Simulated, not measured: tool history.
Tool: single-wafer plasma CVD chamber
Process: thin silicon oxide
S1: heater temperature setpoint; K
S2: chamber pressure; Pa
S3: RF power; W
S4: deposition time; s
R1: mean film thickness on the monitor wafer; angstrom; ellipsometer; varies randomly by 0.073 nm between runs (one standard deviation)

run    day      S1     S2   S3    S4      R1
  1      0  688.15    118  350  6.69  128.45
  2  0.088  682.15    118  350  6.69  128.38
  3  0.358  692.15    118  350  6.69  127.91
  4  0.571  692.15    118  350  6.69  128.07
  5  0.762  692.15  126.4  350  6.69  136.13
  6  0.938  692.15  132.3  350  6.69  141.53
  7  1.183  692.15  136.7  350  6.69  144.55

Estimate the outcome of run 8 from the log above:
  8  1.533  692.15  140.5  350  6.69   ?

{"run 8": {"R1": 148.2}}

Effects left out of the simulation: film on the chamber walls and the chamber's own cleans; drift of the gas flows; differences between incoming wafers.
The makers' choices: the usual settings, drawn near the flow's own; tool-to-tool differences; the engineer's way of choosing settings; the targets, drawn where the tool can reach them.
